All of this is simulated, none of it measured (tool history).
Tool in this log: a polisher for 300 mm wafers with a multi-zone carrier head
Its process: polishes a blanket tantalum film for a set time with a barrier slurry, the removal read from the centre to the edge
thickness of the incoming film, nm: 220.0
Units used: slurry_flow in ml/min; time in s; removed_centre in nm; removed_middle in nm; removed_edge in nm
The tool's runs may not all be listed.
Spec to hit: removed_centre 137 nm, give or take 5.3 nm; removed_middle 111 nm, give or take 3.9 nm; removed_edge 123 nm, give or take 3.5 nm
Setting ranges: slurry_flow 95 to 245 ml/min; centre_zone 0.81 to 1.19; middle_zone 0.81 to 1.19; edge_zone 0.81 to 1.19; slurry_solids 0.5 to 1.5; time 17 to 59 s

Run 1, hour 0: slurry_flow 155 ml/min, centre_zone 1, middle_zone 1, edge_zone 1, slurry_solids 1, time 38 s. Result: removed_centre 87.411 nm, removed_middle 86.211 nm, removed_edge 88.649 nm.
Run 2, hour 7.8: slurry_flow 170 ml/min, centre_zone 1.05, middle_zone 1, edge_zone 1.05, slurry_solids 1.15, time 39 s. Result: removed_centre 101.66 nm, removed_middle 93.896 nm, removed_edge 98.517 nm.
Run 3, hour 15.6: slurry_flow 170 ml/min, centre_zone 1.05, middle_zone 1, edge_zone 1.11, slurry_solids 1.15, time 39 s. Result: removed_centre 101.65 nm, removed_middle 93.773 nm, removed_edge 102 nm.
Run 4, hour 22.8: slurry_flow 170 ml/min, centre_zone 1.05, middle_zone 1, edge_zone 1.04, slurry_solids 1.15, time 39 s. Result: removed_centre 102.88 nm, removed_middle 92.748 nm, removed_edge 98.594 nm.
Run 5, hour 27.8: slurry_flow 170 ml/min, centre_zone 1.05, middle_zone 1, edge_zone 1.01, slurry_solids 1.15, time 39 s. Result: removed_centre 99.946 nm, removed_middle 93.704 nm, removed_edge 96.29 nm.
Run 6, hour 33.5: slurry_flow 190 ml/min, centre_zone 1.05, middle_zone 1, edge_zone 1.01, slurry_solids 1.15, time 39 s. Result: removed_centre 104.75 nm, removed_middle 95.442 nm, removed_edge 98.19 nm.
Run 7, hour 34.9: slurry_flow 200 ml/min, centre_zone 1.07, middle_zone 1, edge_zone 1.05, slurry_solids 1.25, time 39 s. Result: removed_centre 107.01 nm, removed_middle 98.128 nm, removed_edge 102.3 nm.
Run 8, hour 37.2: slurry_flow 200 ml/min, centre_zone 1.1, middle_zone 0.99, edge_zone 1.07, slurry_solids 1.35, time 40 s. Result: removed_centre 119.09 nm, removed_middle 101.55 nm, removed_edge 108.06 nm.
Run 9, hour 44: slurry_flow 205 ml/min, centre_zone 1.11, middle_zone 0.99, edge_zone 1.1, slurry_solids 1.4, time 41 s. Result: removed_centre 119.56 nm, removed_middle 105.1 nm, removed_edge 114.24 nm.
Run 10, hour 49.5: slurry_flow 210 ml/min, centre_zone 1.13, middle_zone 0.99, edge_zone 1.11, slurry_solids 1.45, time 41 s. Result: removed_centre 126.16 nm, removed_middle 107.15 nm, removed_edge 114.56 nm.

Consider the 5 candidate settings below. Which is the only one whose results all fall within their allowed miss of target?
Run A, hour 55: slurry_flow 205 ml/min, centre_zone 1.07, middle_zone 1.02, edge_zone 1.12, slurry_solids 1.45, time 42 s. Result: removed_centre ?, removed_middle ?, removed_edge ?.
Run B, hour 55: slurry_flow 210 ml/min, centre_zone 0.99, middle_zone 0.87, edge_zone 1.18, slurry_solids 1.5, time 43 s. Result: removed_centre ?, removed_middle ?, removed_edge ?.
Run C, hour 55: slurry_flow 180 ml/min, centre_zone 1.13, middle_zone 0.94, edge_zone 1.05, slurry_solids 1.5, time 45 s. Result: removed_centre ?, removed_middle ?, removed_edge ?.
Run D, hour 55: slurry_flow 145 ml/min, centre_zone 1.12, middle_zone 0.81, edge_zone 1.07, slurry_solids 1.15, time 52 s. Result: removed_centre ?, removed_middle ?, removed_edge ?.
Run E, hour 55: slurry_flow 215 ml/min, centre_zone 1.07, middle_zone 1.03, edge_zone 1.11, slurry_solids 1.45, time 43 s. Result: removed_centre ?, removed_middle ?, removed_edge ?.

move  removed_centre  removed_middle  removed_edge
   A          122.47          112.42        117.11
   B          117.26          101.88        124.65
   C          136.66          111.23        120.87
   D          140.89          102.84           129
   E          126.27          116.78        119.89
A: its largest miss is bigger than the last run's
B: meets the target for the result that was furthest off, but another lies outside its allowed miss
C: every result within its allowed miss
D: takes the biggest miss from the last run beyond its target
E: meets the target for the result that was furthest off, but another lies outside its allowed miss
So the answer is move C, the one that meets all the targets.
